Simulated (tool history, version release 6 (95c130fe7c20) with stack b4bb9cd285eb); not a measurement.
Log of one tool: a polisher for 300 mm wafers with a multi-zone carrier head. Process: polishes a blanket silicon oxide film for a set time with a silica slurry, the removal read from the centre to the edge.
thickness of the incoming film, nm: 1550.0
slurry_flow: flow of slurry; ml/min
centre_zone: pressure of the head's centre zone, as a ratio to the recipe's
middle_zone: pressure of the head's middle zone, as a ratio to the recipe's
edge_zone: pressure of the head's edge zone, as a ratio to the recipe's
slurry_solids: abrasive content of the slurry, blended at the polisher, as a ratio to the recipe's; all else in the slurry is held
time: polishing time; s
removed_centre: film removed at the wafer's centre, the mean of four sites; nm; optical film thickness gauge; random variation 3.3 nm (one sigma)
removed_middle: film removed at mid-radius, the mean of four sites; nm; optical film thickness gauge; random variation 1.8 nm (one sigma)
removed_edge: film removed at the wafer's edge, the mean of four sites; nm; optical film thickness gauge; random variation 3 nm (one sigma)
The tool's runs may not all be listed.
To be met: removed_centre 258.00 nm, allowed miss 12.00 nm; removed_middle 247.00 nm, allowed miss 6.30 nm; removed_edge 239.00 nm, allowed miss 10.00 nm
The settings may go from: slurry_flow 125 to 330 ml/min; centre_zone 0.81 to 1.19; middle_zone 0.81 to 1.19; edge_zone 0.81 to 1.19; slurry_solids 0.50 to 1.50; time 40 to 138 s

| run | day | slurry_flow | centre_zone | middle_zone | edge_zone | slurry_solids | time | removed_centre | removed_middle | removed_edge |
|---|---|---|---|---|---|---|---|---|---|---|
| 1 | 0.000 | 210 | 1.00 | 1.00 | 1.00 | 1.00 | 88 | 282.38 | 279.23 | 283.38 |
| 2 | 0.367 | 210 | 0.97 | 1.00 | 1.00 | 1.00 | 88 | 271.09 | 279.94 | 282.49 |
| 3 | 0.592 | 205 | 0.98 | 0.99 | 0.96 | 0.95 | 88 | 262.22 | 269.64 | 271.36 |
| 4 | 0.883 | 200 | 1.00 | 0.99 | 0.93 | 0.90 | 88 | 257.92 | 255.78 | 254.46 |
| 5 | 1.175 | 200 | 1.00 | 0.99 | 0.93 | 0.90 | 79 | 230.30 | 231.76 | 228.05 |
| 6 | 1.475 | 200 | 1.00 | 0.99 | 1.00 | 0.90 | 79 | 231.24 | 230.80 | 234.31 |
| 7 | 1.800 | 215 | 1.01 | 1.00 | 1.00 | 0.90 | 79 | 236.61 | 237.70 | 231.56 |
| 8 | 2.050 | 220 | 1.02 | 1.00 | 1.01 | 0.90 | 79 | 237.35 | 233.19 | 235.19 |
| 9 | 2.300 | 225 | 1.03 | 1.01 | 1.01 | 0.90 | 79 | 240.62 | 235.87 | 239.43 |

5 next moves are on the table. One of them brings every result within its allowed miss. Which?
| A | 2.550 | 215 | 0.94 | 1.05 | 1.02 | 0.90 | 86 | ? | ? | ? |
| B | 2.550 | 155 | 1.07 | 1.01 | 0.90 | 1.05 | 79 | ? | ? | ? |
| C | 2.550 | 205 | 1.10 | 0.98 | 1.11 | 0.60 | 116 | ? | ? | ? |
| D | 2.550 | 295 | 0.96 | 0.99 | 0.98 | 0.85 | 91 | ? | ? | ? |
| E | 2.550 | 180 | 0.97 | 1.09 | 1.07 | 1.10 | 74 | ? | ? | ? |

| move | removed_centre | removed_middle | removed_edge |
|---|---|---|---|
| A | 237.07 | 270.22 | 254.50 |
| B | 256.01 | 249.49 | 234.49 |
| C | 260.07 | 238.76 | 248.33 |
| D | 256.82 | 271.62 | 262.04 |
| E | 230.73 | 263.81 | 247.52 |
A: takes the result that was furthest off past its target
B: meets every target
C: nearer than the last run, and not there yet
D: takes the result that was furthest off past its target
E: takes the result that was furthest off past its target
Answer: B
